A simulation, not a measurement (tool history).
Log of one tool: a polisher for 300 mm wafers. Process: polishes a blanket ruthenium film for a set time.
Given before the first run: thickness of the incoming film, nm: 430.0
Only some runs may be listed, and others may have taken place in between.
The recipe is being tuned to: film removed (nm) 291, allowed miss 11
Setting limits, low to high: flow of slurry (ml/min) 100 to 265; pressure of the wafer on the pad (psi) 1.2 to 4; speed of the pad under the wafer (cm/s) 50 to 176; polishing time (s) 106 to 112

| run | hour | flow of slurry (ml/min) | pressure of the wafer on the pad (psi) | speed of the pad under the wafer (cm/s) | polishing time (s) | film removed (nm) |
|---|---|---|---|---|---|---|
| 1 | 0 | 170 | 2.6 | 112 | 106 | 193.95 |
| 2 | 4.5 | 170 | 2.8 | 112 | 106 | 202.25 |
| 3 | 10.8 | 170 | 2.8 | 112 | 106 | 204.06 |
| 4 | 19.1 | 170 | 3 | 112 | 106 | 214.42 |
| 5 | 25.8 | 170 | 3 | 88 | 106 | 168.51 |
| 6 | 28.7 | 170 | 3.4 | 88 | 106 | 187.74 |
| 7 | 34.8 | 170 | 3.5 | 92 | 106 | 205.73 |
| 8 | 43.4 | 170 | 3.6 | 96 | 106 | 210.65 |
| 9 | 48.7 | 170 | 3.7 | 100 | 106 | 225.3 |

Which single option among these 4 for the next run brings every result within its allowed miss of target? Just one does.
| A | 54 | 160 | 3.4 | 78 | 106 | ? |
| B | 54 | 185 | 4 | 110 | 106 | ? |
| C | 54 | 130 | 3.1 | 146 | 112 | ? |
| D | 54 | 175 | 3.9 | 104 | 109 | ? |

| move | film removed (nm) |
|---|---|
| A | 168.51 |
| B | 273.67 |
| C | 292.52 |
| D | 258.94 |
A: misses by more than the last run did
B: closes in on the targets versus the last run, not all within tolerance yet
C: every result lands within tolerance
D: closes in on the targets versus the last run, not all within tolerance yet
Go with C: it meets all targets.
